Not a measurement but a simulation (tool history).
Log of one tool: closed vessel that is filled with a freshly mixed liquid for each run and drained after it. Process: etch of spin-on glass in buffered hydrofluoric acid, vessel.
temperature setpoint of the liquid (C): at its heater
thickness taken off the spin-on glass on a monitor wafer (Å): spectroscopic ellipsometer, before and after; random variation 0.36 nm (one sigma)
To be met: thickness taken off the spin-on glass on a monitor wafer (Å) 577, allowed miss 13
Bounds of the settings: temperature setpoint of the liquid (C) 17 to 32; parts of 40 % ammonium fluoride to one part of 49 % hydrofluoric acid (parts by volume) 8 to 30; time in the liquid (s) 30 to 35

| run | hour | temperature setpoint of the liquid (C) | parts of 40 % ammonium fluoride to one part of 49 % hydrofluoric acid (parts by volume) | time in the liquid (s) | thickness taken off the spin-on glass on a monitor wafer (Å) |
|---|---|---|---|---|---|
| 1 | 0 | 24 | 21.5 | 35 | 452.35 |
| 2 | 2.4 | 24 | 21.5 | 30 | 391.75 |
| 3 | 5.5 | 24 | 26.5 | 30 | 335.73 |
| 4 | 6.6 | 27.5 | 26.5 | 30 | 405.71 |
| 5 | 14.4 | 24 | 26.5 | 30 | 337.68 |
| 6 | 22.1 | 26 | 25.5 | 30 | 385.6 |
| 7 | 29.1 | 27.5 | 25 | 30 | 425.36 |
| 8 | 37.9 | 28.5 | 24.5 | 30 | 450.68 |
| 9 | 46.6 | 29.5 | 24 | 30 | 493.2 |
| 10 | 49.1 | 30 | 24 | 30 | 499.82 |
| 11 | 54.9 | 30.5 | 23.5 | 30 | 517.66 |

5 next moves are on the table. One of them brings every result within its allowed miss. Which?
| A | 60.7 | 31.5 | 25 | 35 | ? |
| B | 60.7 | 26.5 | 17.5 | 30 | ? |
| C | 60.7 | 26.5 | 24 | 35 | ? |
| D | 60.7 | 28.5 | 21.5 | 35 | ? |
| E | 60.7 | 28 | 26 | 30 | ? |

| move | thickness taken off the spin-on glass on a monitor wafer (Å) |
|---|---|
| A | 616.04 |
| B | 537.71 |
| C | 485.34 |
| D | 582.66 |
| E | 426.91 |
A: takes the result that was furthest off past its target
B: nearer than the last run, and not there yet
C: further off than the last run
D: meets every target
E: further off than the last run
The right move is D.
